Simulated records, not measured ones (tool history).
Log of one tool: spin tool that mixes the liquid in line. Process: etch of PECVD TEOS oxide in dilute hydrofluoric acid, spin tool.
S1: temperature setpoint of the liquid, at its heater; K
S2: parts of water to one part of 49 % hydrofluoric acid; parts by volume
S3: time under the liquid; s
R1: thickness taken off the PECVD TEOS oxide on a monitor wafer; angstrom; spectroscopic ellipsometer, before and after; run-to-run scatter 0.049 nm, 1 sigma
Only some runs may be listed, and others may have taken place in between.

| run | hour | S1 | S2 | S3 | R1 |
|---|---|---|---|---|---|
| 1 | 0 | 297.15 | 160 | 260 | 214.89 |
| 2 | 2.1 | 294.15 | 160 | 260 | 191.36 |
| 3 | 5.8 | 294.15 | 180 | 260 | 166.28 |
| 4 | 8.7 | 294.15 | 130 | 260 | 244.03 |
| 5 | 17.1 | 294.15 | 130 | 260 | 244.6 |
| 6 | 25.1 | 293.65 | 140 | 260 | 219.05 |
| 7 | 29.5 | 293.15 | 145 | 260 | 205.57 |
| 8 | 36.7 | 292.65 | 150 | 260 | 193.06 |
| 9 | 37.7 | 292.15 | 155 | 260 | 183.34 |

Predict the results of run 10:
| 10 | 45.8 | 291.65 | 160 | 260 | ? |

{"run 10": {"R1": 173.41}}
